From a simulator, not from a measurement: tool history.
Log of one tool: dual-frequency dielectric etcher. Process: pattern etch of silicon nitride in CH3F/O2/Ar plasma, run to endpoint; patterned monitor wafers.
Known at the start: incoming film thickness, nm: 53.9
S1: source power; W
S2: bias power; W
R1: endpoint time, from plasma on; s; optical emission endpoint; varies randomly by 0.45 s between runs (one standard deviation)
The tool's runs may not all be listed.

run 1 hour=0.0 | S1=460 S2=52 | R1=73.590
run 2 hour=7.9 | S1=410 S2=52 | R1=79.484
run 3 hour=11.8 | S1=450 S2=52 | R1=74.340
run 4 hour=12.7 | S1=390 S2=52 | R1=80.620
run 5 hour=15.5 | S1=390 S2=47 | R1=83.948
run 6 hour=20.5 | S1=390 S2=55 | R1=80.535
run 7 hour=24.0 | S1=430 S2=56 | R1=75.021
run 8 hour=32.0 | S1=460 S2=57 | R1=72.786

For run 9, what comes out?
run 9 hour=38.6 | S1=460 S2=57 | R1=?

R1: 71.769 s
